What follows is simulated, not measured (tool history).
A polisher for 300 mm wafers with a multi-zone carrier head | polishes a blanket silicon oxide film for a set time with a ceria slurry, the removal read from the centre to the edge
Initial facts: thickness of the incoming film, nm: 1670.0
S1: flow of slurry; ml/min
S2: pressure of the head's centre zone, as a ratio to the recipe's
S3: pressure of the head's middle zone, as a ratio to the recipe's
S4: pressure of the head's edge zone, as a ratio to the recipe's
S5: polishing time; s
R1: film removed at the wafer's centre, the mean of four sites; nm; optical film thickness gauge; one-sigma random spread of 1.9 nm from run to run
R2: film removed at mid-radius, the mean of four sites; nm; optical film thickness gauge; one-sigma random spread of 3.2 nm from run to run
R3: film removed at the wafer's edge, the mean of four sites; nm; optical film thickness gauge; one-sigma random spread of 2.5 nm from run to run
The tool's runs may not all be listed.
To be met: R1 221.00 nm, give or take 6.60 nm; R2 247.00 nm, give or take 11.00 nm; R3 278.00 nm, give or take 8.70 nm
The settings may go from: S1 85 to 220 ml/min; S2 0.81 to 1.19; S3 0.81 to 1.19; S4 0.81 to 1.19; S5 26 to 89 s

run 1 day=0.000 | S1=140 S2=1.00 S3=1.00 S4=1.00 S5=57 | R1=264.33 R2=264.18 R3=264.77
run 2 day=0.133 | S1=140 S2=1.05 S3=1.00 S4=1.00 S5=57 | R1=276.86 R2=267.16 R3=267.02
run 3 day=0.262 | S1=130 S2=1.01 S3=1.00 S4=1.04 S5=57 | R1=263.63 R2=260.91 R3=267.27
run 4 day=0.529 | S1=145 S2=1.01 S3=1.00 S4=1.04 S5=57 | R1=266.98 R2=269.72 R3=273.93
run 5 day=0.654 | S1=145 S2=1.01 S3=1.03 S4=1.04 S5=57 | R1=271.26 R2=273.94 R3=273.14
run 6 day=0.688 | S1=130 S2=1.01 S3=1.03 S4=1.04 S5=57 | R1=258.51 R2=275.24 R3=271.26
run 7 day=1.004 | S1=120 S2=0.99 S3=1.01 S4=1.07 S5=57 | R1=254.77 R2=263.24 R3=266.09
run 8 day=1.342 | S1=115 S2=0.95 S3=0.99 S4=1.10 S5=58 | R1=239.03 R2=262.63 R3=270.38
run 9 day=1.658 | S1=110 S2=0.94 S3=0.97 S4=1.12 S5=59 | R1=240.50 R2=256.48 R3=274.68
run 10 day=1.688 | S1=105 S2=0.92 S3=0.96 S4=1.13 S5=59 | R1=233.68 R2=256.50 R3=271.62
run 11 day=1.883 | S1=100 S2=0.91 S3=0.94 S4=1.14 S5=60 | R1=232.94 R2=247.15 R3=284.57

Which single option among these 4 for the next run brings every result within its allowed miss of target? Just one does.
run A day=2.079 | S1=100 S2=0.90 S3=0.81 S4=1.15 S5=63 | R1=? R2=? R3=?
run B day=2.079 | S1=95 S2=0.87 S3=0.94 S4=1.16 S5=60 | R1=? R2=? R3=?
run C day=2.079 | S1=125 S2=0.93 S3=0.91 S4=1.05 S5=60 | R1=? R2=? R3=?
run D day=2.079 | S1=100 S2=0.94 S3=0.93 S4=1.12 S5=61 | R1=? R2=? R3=?

move=A R1=240.51 R2=233.02 R3=293.84
move=B R1=218.47 R2=247.95 R3=277.81
move=C R1=250.35 R2=256.23 R3=281.19
move=D R1=243.52 R2=252.80 R3=281.78
A: moves away from the targets compared with the last run
B: every result within its allowed miss
C: moves away from the targets compared with the last run
D: moves away from the targets compared with the last run
Correct choice: B, which meets every target
